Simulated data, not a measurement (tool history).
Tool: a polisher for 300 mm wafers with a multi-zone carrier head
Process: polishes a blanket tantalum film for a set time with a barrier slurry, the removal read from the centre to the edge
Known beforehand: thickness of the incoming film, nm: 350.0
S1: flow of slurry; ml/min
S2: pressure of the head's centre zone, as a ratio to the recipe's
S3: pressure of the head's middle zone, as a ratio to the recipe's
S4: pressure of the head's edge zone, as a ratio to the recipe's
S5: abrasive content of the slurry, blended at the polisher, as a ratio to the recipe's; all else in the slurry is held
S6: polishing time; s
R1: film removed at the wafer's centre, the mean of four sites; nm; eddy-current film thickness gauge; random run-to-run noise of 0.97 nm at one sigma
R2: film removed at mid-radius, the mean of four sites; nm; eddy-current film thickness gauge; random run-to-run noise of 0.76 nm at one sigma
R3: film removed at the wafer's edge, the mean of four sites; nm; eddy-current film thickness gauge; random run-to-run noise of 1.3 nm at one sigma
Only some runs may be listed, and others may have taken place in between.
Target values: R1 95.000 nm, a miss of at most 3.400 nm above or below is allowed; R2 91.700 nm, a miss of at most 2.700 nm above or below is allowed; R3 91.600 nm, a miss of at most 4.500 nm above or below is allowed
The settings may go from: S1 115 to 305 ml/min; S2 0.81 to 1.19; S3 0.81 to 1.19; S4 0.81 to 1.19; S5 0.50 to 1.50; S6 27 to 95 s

{"run": 1, "hour": 0.0, "S1": 195, "S2": 1.0, "S3": 1.0, "S4": 1.0, "S5": 1.0, "S6": 61, "R1": 115.08, "R2": 118.98, "R3": 113.85}
{"run": 2, "hour": 5.8, "S1": 190, "S2": 0.99, "S3": 0.98, "S4": 0.97, "S5": 0.95, "S6": 61, "R1": 109.01, "R2": 114.16, "R3": 109.38}
{"run": 3, "hour": 10.0, "S1": 185, "S2": 0.99, "S3": 0.96, "S4": 0.94, "S5": 0.9, "S6": 61, "R1": 107.03, "R2": 107.33, "R3": 106.84}
{"run": 4, "hour": 19.0, "S1": 185, "S2": 0.99, "S3": 0.99, "S4": 0.94, "S5": 0.9, "S6": 61, "R1": 105.08, "R2": 110.95, "R3": 106.66}
{"run": 5, "hour": 23.1, "S1": 155, "S2": 0.99, "S3": 0.99, "S4": 0.94, "S5": 0.9, "S6": 61, "R1": 102.29, "R2": 107.47, "R3": 106.12}
{"run": 6, "hour": 24.3, "S1": 155, "S2": 0.99, "S3": 0.99, "S4": 0.94, "S5": 0.9, "S6": 66, "R1": 111.49, "R2": 116.68, "R3": 113.82}
{"run": 7, "hour": 25.8, "S1": 165, "S2": 0.99, "S3": 0.98, "S4": 0.92, "S5": 0.8, "S6": 65, "R1": 105.03, "R2": 108.75, "R3": 103.2}
{"run": 8, "hour": 34.2, "S1": 165, "S2": 0.99, "S3": 0.96, "S4": 0.91, "S5": 0.75, "S6": 65, "R1": 100.65, "R2": 103.09, "R3": 100.43}

Below are 5 possible settings for the next run. Only one of them brings all results inside the allowed miss of their targets. Which is it?
{"run": "A", "hour": 42.6, "S1": 225, "S2": 1.01, "S3": 0.9, "S4": 0.93, "S5": 0.9, "S6": 52, "R1": "?", "R2": "?", "R3": "?"}
{"run": "B", "hour": 42.6, "S1": 145, "S2": 0.95, "S3": 0.93, "S4": 0.93, "S5": 0.55, "S6": 76, "R1": "?", "R2": "?", "R3": "?"}
{"run": "C", "hour": 42.6, "S1": 180, "S2": 0.85, "S3": 1.01, "S4": 0.89, "S5": 0.65, "S6": 76, "R1": "?", "R2": "?", "R3": "?"}
{"run": "D", "hour": 42.6, "S1": 170, "S2": 0.9, "S3": 0.95, "S4": 0.89, "S5": 0.65, "S6": 67, "R1": "?", "R2": "?", "R3": "?"}
{"run": "E", "hour": 42.6, "S1": 115, "S2": 0.84, "S3": 0.82, "S4": 0.99, "S5": 0.8, "S6": 67, "R1": "?", "R2": "?", "R3": "?"}

move=A R1=96.884 R2=90.703 R3=90.758
move=B R1=88.789 R2=91.316 R3=90.607
move=C R1=95.321 R2=116.210 R3=105.070
move=D R1=88.168 R2=96.996 R3=92.140
move=E R1=86.975 R2=92.989 R3=105.580
A: each result inside its tolerance
B: the furthest-off result lands on target, but another misses its tolerance
C: misses by more than the last run did
D: gains on the last run, yet a result remains outside its allowed miss
E: the furthest-off result lands on target, but another misses its tolerance
A meets every target.
